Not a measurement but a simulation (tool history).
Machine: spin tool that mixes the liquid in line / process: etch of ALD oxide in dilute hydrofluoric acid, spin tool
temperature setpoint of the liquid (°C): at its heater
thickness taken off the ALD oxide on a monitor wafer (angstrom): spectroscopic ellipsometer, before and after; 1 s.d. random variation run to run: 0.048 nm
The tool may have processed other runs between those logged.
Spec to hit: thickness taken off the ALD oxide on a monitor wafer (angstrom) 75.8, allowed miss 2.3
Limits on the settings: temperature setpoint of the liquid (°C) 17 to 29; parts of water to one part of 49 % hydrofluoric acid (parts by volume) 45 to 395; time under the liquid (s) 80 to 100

run,hour,temperature setpoint of the liquid (°C),parts of water to one part of 49 % hydrofluoric acid (parts by volume),time under the liquid (s),thickness taken off the ALD oxide on a monitor wafer (angstrom)
1,0,21,220,100,54.197
2,7.4,18,220,100,48.083
3,10.2,20,220,100,52.9
4,15.2,20,145,100,86.805
5,20.3,19.5,145,100,84.655
6,26.1,19,145,100,83.37
7,35.1,18.5,145,100,81.903
8,39.9,18,145,100,80.539

Exercise: of the 4 proposed moves below, exactly one satisfies all targets within the stated allowed misses. Which move is it?
A,44.7,18,115,80,?
B,44.7,20.5,155,100,?
C,44.7,17,140,100,?
D,44.7,17,120,80,?

move,thickness taken off the ALD oxide on a monitor wafer (angstrom)
A,82.741
B,81.06
C,79.441
D,75.721
A: misses by more than the last run did
B: misses by more than the last run did
C: better than the last run, though not everything is in spec
D: in spec on every target
The move that meets every target is D.
